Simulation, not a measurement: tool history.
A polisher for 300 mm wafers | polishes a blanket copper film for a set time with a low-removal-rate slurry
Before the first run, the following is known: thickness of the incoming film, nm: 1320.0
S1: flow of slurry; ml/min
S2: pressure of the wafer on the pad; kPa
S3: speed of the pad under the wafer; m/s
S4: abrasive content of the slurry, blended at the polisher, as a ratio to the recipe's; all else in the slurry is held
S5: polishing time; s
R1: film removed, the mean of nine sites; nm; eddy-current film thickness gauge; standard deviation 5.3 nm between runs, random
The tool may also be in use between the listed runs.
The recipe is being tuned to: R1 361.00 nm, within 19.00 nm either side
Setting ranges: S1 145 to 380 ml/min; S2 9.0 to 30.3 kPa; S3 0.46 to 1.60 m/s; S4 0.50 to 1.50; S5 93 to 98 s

run,hour,S1,S2,S3,S4,S5,R1
1,0.0,245,19.3,1.02,1.00,93,238.06
2,7.8,245,20.0,1.02,1.00,93,245.34
3,10.2,245,20.0,1.02,0.90,93,244.82
4,16.4,245,20.0,1.02,0.70,93,235.71
5,24.0,245,20.0,1.02,0.80,93,239.70
6,26.1,245,20.7,1.02,0.80,93,248.95
7,30.5,245,21.4,1.02,0.80,93,255.46
8,36.9,245,22.1,1.02,0.80,93,262.30
9,40.8,245,22.8,1.02,0.80,93,266.00
10,47.3,245,23.4,1.02,0.80,93,276.46
11,52.6,245,24.1,1.02,0.80,93,293.81
12,61.4,245,24.8,1.02,0.80,93,283.39
13,62.9,245,25.5,1.02,0.80,93,308.14
14,66.9,245,28.3,1.04,0.80,93,340.31

Which single option among these 5 for the next run brings every result within its allowed miss of target? Just one does.
A,70.9,255,25.5,1.04,0.80,98,?
B,70.9,240,25.5,0.94,1.05,97,?
C,70.9,290,28.3,1.08,0.75,95,?
D,70.9,235,26.2,1.02,0.85,96,?
E,70.9,275,28.3,0.94,0.75,97,?

move,R1
A,325.68
B,308.33
C,361.92
D,322.49
E,321.24
A: lands further from the targets than the last run did
B: lands further from the targets than the last run did
C: all results land within tolerance of their targets
D: lands further from the targets than the last run did
E: lands further from the targets than the last run did
Go with C: it meets all targets.

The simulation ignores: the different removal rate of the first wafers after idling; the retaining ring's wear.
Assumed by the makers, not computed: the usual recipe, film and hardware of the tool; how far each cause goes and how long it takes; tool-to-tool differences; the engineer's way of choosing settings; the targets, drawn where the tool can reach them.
